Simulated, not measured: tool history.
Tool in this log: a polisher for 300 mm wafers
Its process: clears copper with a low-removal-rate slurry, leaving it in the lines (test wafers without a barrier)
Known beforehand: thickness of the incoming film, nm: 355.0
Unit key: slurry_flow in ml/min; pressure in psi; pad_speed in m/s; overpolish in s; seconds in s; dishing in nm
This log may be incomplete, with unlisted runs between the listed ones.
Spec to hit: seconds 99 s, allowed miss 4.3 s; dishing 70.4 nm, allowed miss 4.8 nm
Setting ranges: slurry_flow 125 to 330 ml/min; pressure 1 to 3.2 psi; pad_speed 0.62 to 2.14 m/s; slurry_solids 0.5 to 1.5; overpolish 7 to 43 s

Run 1, day 0: slurry_flow 210 ml/min, pressure 2.1 psi, pad_speed 1.38 m/s, slurry_solids 1, overpolish 22 s. Result: seconds 113.19 s, dishing 44.606 nm.
Run 2, day 0.267: slurry_flow 210 ml/min, pressure 2.2 psi, pad_speed 1.38 m/s, slurry_solids 1, overpolish 24 s. Result: seconds 107.61 s, dishing 49.244 nm.
Run 3, day 0.379: slurry_flow 165 ml/min, pressure 2.2 psi, pad_speed 1.38 m/s, slurry_solids 1, overpolish 24 s. Result: seconds 112.19 s, dishing 46.933 nm.
Run 4, day 0.7: slurry_flow 170 ml/min, pressure 2.2 psi, pad_speed 1.38 m/s, slurry_solids 1, overpolish 26 s. Result: seconds 111.41 s, dishing 49.553 nm.
Run 5, day 0.788: slurry_flow 180 ml/min, pressure 2.2 psi, pad_speed 1.38 m/s, slurry_solids 1, overpolish 28 s. Result: seconds 106.64 s, dishing 52.977 nm.
Run 6, day 1.092: slurry_flow 180 ml/min, pressure 2.2 psi, pad_speed 1.38 m/s, slurry_solids 1, overpolish 30 s. Result: seconds 111.21 s, dishing 57.256 nm.
Run 7, day 1.321: slurry_flow 185 ml/min, pressure 2.2 psi, pad_speed 1.38 m/s, slurry_solids 1, overpolish 31 s. Result: seconds 110.86 s, dishing 58.463 nm.
Run 8, day 1.379: slurry_flow 190 ml/min, pressure 2.2 psi, pad_speed 1.38 m/s, slurry_solids 1, overpolish 32 s. Result: seconds 108.69 s, dishing 59.655 nm.
Run 9, day 1.621: slurry_flow 195 ml/min, pressure 2.2 psi, pad_speed 1.38 m/s, slurry_solids 1, overpolish 33 s. Result: seconds 109.7 s, dishing 60.342 nm.
Run 10, day 1.858: slurry_flow 195 ml/min, pressure 2.2 psi, pad_speed 1.38 m/s, slurry_solids 1, overpolish 34 s. Result: seconds 109.66 s, dishing 61.93 nm.
Run 11, day 1.904: slurry_flow 200 ml/min, pressure 2.3 psi, pad_speed 1.38 m/s, slurry_solids 1, overpolish 35 s. Result: seconds 106.07 s, dishing 65.437 nm.

Which of these 4 next moves meets every target?
Run A, day 1.95: slurry_flow 220 ml/min, pressure 2.3 psi, pad_speed 1.36 m/s, slurry_solids 1.05, overpolish 28 s. Result: seconds ?, dishing ?.
Run B, day 1.95: slurry_flow 190 ml/min, pressure 2.8 psi, pad_speed 1.06 m/s, slurry_solids 1, overpolish 35 s. Result: seconds ?, dishing ?.
Run C, day 1.95: slurry_flow 195 ml/min, pressure 2.4 psi, pad_speed 1.4 m/s, slurry_solids 1, overpolish 36 s. Result: seconds ?, dishing ?.
Run D, day 1.95: slurry_flow 185 ml/min, pressure 2.2 psi, pad_speed 1.28 m/s, slurry_solids 1.2, overpolish 43 s. Result: seconds ?, dishing ?.

move  seconds  dishing
   A   102.85   55.366
   B   114.92    60.82
   C   99.641   67.235
   D   111.52   69.392
A: puts the biggest miss on target and leaves a different result outside tolerance
B: lands further from the targets than the last run did
C: all results in spec
D: lands further from the targets than the last run did
So the answer is move C, the one that meets all the targets.
